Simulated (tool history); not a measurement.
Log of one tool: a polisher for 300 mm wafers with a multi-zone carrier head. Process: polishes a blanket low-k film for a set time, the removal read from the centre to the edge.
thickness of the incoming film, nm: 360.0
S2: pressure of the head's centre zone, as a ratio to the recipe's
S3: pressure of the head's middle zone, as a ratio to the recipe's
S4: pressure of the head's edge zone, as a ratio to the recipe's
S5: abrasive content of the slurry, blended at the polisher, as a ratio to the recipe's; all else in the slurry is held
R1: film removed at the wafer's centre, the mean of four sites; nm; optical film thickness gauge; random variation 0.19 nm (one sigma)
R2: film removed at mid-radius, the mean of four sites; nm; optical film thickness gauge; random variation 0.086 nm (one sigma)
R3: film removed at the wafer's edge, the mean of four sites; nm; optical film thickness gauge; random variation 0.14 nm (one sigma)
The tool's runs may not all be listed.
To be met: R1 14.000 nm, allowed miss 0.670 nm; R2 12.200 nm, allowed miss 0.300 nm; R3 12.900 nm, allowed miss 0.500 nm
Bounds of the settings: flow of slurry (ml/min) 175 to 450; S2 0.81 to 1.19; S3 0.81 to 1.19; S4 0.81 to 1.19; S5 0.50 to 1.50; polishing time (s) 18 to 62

Run 1, hour 0.0: flow of slurry (ml/min) 290, S2 1.00, S3 1.00, S4 1.00, S5 1.00, polishing time (s) 40. Result: R1 16.607 nm, R2 16.469 nm, R3 16.358 nm.
Run 2, hour 1.8: flow of slurry (ml/min) 290, S2 1.00, S3 0.95, S4 1.00, S5 1.00, polishing time (s) 40. Result: R1 16.567 nm, R2 15.788 nm, R3 16.479 nm.
Run 3, hour 7.4: flow of slurry (ml/min) 285, S2 1.01, S3 0.92, S4 0.96, S5 0.90, polishing time (s) 40. Result: R1 15.761 nm, R2 14.466 nm, R3 15.448 nm.
Run 4, hour 13.9: flow of slurry (ml/min) 285, S2 1.09, S3 0.92, S4 0.96, S5 0.90, polishing time (s) 40. Result: R1 17.233 nm, R2 14.532 nm, R3 15.405 nm.
Run 5, hour 17.6: flow of slurry (ml/min) 285, S2 1.09, S3 0.92, S4 0.96, S5 0.75, polishing time (s) 40. Result: R1 15.615 nm, R2 13.303 nm, R3 13.862 nm.
Run 6, hour 20.1: flow of slurry (ml/min) 285, S2 1.09, S3 0.92, S4 0.96, S5 0.85, polishing time (s) 40. Result: R1 16.545 nm, R2 14.134 nm, R3 14.649 nm.
Run 7, hour 25.7: flow of slurry (ml/min) 280, S2 1.07, S3 0.91, S4 0.94, S5 0.80, polishing time (s) 40. Result: R1 15.981 nm, R2 13.276 nm, R3 14.439 nm.
Run 8, hour 33.1: flow of slurry (ml/min) 285, S2 1.06, S3 0.92, S4 0.93, S5 0.75, polishing time (s) 40. Result: R1 15.047 nm, R2 13.271 nm, R3 13.780 nm.
Run 9, hour 34.3: flow of slurry (ml/min) 280, S2 1.06, S3 0.91, S4 0.91, S5 0.75, polishing time (s) 40. Result: R1 15.433 nm, R2 13.100 nm, R3 13.662 nm.
Run 10, hour 43.2: flow of slurry (ml/min) 275, S2 1.04, S3 0.90, S4 0.90, S5 0.75, polishing time (s) 40. Result: R1 14.514 nm, R2 12.971 nm, R3 13.423 nm.
Run 11, hour 50.1: flow of slurry (ml/min) 265, S2 1.04, S3 0.89, S4 0.89, S5 0.75, polishing time (s) 40. Result: R1 14.754 nm, R2 12.931 nm, R3 13.496 nm.
Run 12, hour 55.0: flow of slurry (ml/min) 270, S2 1.01, S3 0.85, S4 0.86, S5 0.65, polishing time (s) 40. Result: R1 13.092 nm, R2 11.378 nm, R3 12.264 nm.
Run 13, hour 59.1: flow of slurry (ml/min) 270, S2 1.02, S3 0.86, S4 0.88, S5 0.65, polishing time (s) 40. Result: R1 13.299 nm, R2 11.346 nm, R3 12.323 nm.
Run 14, hour 62.9: flow of slurry (ml/min) 270, S2 1.03, S3 0.87, S4 0.89, S5 0.65, polishing time (s) 40. Result: R1 13.454 nm, R2 11.570 nm, R3 12.467 nm.
Run 15, hour 69.7: flow of slurry (ml/min) 275, S2 1.03, S3 0.88, S4 0.90, S5 0.65, polishing time (s) 40. Result: R1 13.664 nm, R2 11.556 nm, R3 12.640 nm.
Run 16, hour 70.5: flow of slurry (ml/min) 275, S2 1.03, S3 0.89, S4 0.90, S5 0.65, polishing time (s) 40. Result: R1 13.635 nm, R2 11.703 nm, R3 12.423 nm.
Run 17, hour 78.6: flow of slurry (ml/min) 305, S2 1.03, S3 0.92, S4 0.95, S5 0.70, polishing time (s) 40. Result: R1 14.172 nm, R2 12.918 nm, R3 13.161 nm.

4 next moves are on the table. One of them brings every result within its allowed miss. Which?
Run A, hour 86.7: flow of slurry (ml/min) 305, S2 1.07, S3 1.00, S4 0.92, S5 0.70, polishing time (s) 40. Result: R1 ?, R2 ?, R3 ?.
Run B, hour 86.7: flow of slurry (ml/min) 365, S2 1.02, S3 0.87, S4 0.90, S5 0.70, polishing time (s) 39. Result: R1 ?, R2 ?, R3 ?.
Run C, hour 86.7: flow of slurry (ml/min) 325, S2 1.11, S3 0.97, S4 0.86, S5 0.65, polishing time (s) 38. Result: R1 ?, R2 ?, R3 ?.
Run D, hour 86.7: flow of slurry (ml/min) 255, S2 0.95, S3 0.90, S4 0.89, S5 0.55, polishing time (s) 46. Result: R1 ?, R2 ?, R3 ?.

move      R1      R2      R3
   A  14.930  13.656  13.200
   B  14.091  12.036  12.950
   C  14.190  12.184  11.820
   D  12.924  12.242  12.852
A: further off than the last run
B: meets every target
C: brings the result that was furthest off to its target, and leaves another outside
D: brings the result that was furthest off to its target, and leaves another outside
Move B is the one to make.
